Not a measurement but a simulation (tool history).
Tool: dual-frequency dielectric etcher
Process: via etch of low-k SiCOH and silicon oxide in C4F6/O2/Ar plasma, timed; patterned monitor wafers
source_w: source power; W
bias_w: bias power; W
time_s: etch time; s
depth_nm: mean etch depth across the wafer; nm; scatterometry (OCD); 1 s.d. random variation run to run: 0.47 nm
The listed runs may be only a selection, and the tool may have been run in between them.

run,hour,source_w,bias_w,time_s,depth_nm
1,0.0,440,174,37,105.72
2,1.1,420,173,37,102.58
3,8.6,420,195,37,106.48
4,17.6,500,195,37,117.34
5,25.8,500,195,34,107.39
6,32.5,480,193,34,104.51
7,37.4,460,192,34,102.50

The next listed run, before its measurement:
8,44.5,450,191,34,?

Logged for run 8: depth_nm 101.39 nm.
